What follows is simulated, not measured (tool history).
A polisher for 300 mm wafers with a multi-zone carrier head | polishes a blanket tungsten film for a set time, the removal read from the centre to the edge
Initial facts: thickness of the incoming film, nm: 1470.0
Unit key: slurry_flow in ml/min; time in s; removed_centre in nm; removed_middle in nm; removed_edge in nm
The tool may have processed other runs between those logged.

{"run": 1, "hour": 0.0, "slurry_flow": 130, "centre_zone": 1, "middle_zone": 1, "edge_zone": 1, "slurry_solids": 1, "time": 67, "removed_centre": 268.14, "removed_middle": 270.88, "removed_edge": 280.22}
{"run": 2, "hour": 0.9, "slurry_flow": 130, "centre_zone": 1, "middle_zone": 0.93, "edge_zone": 1, "slurry_solids": 1, "time": 67, "removed_centre": 265.83, "removed_middle": 255.78, "removed_edge": 281.06}
{"run": 3, "hour": 8.6, "slurry_flow": 135, "centre_zone": 1, "middle_zone": 0.95, "edge_zone": 1.02, "slurry_solids": 1.05, "time": 67, "removed_centre": 273.53, "removed_middle": 267.19, "removed_edge": 280.43}
{"run": 4, "hour": 15.7, "slurry_flow": 130, "centre_zone": 0.99, "middle_zone": 0.96, "edge_zone": 1.03, "slurry_solids": 1.1, "time": 69, "removed_centre": 278.57, "removed_middle": 280.46, "removed_edge": 302.85}
{"run": 5, "hour": 23.5, "slurry_flow": 130, "centre_zone": 0.99, "middle_zone": 0.97, "edge_zone": 1.04, "slurry_solids": 1.15, "time": 69, "removed_centre": 279.67, "removed_middle": 279.63, "removed_edge": 300.16}
{"run": 6, "hour": 25.5, "slurry_flow": 130, "centre_zone": 0.99, "middle_zone": 0.98, "edge_zone": 1.05, "slurry_solids": 1.2, "time": 70, "removed_centre": 294.08, "removed_middle": 289.3, "removed_edge": 311.48}
{"run": 7, "hour": 30.2, "slurry_flow": 135, "centre_zone": 0.98, "middle_zone": 0.99, "edge_zone": 1.06, "slurry_solids": 1.25, "time": 70, "removed_centre": 298.07, "removed_middle": 299.72, "removed_edge": 315.52}
{"run": 8, "hour": 36.6, "slurry_flow": 135, "centre_zone": 0.97, "middle_zone": 1, "edge_zone": 1.07, "slurry_solids": 1.3, "time": 71, "removed_centre": 294.92, "removed_middle": 311.08, "removed_edge": 324.18}

What will run 9 give?
{"run": 9, "hour": 37.7, "slurry_flow": 170, "centre_zone": 0.99, "middle_zone": 1.05, "edge_zone": 1.17, "slurry_solids": 1.45, "time": 72, "removed_centre": "?", "removed_middle": "?", "removed_edge": "?"}

removed_centre: 329.11 nm
removed_middle: 344.36 nm
removed_edge: 364.37 nm

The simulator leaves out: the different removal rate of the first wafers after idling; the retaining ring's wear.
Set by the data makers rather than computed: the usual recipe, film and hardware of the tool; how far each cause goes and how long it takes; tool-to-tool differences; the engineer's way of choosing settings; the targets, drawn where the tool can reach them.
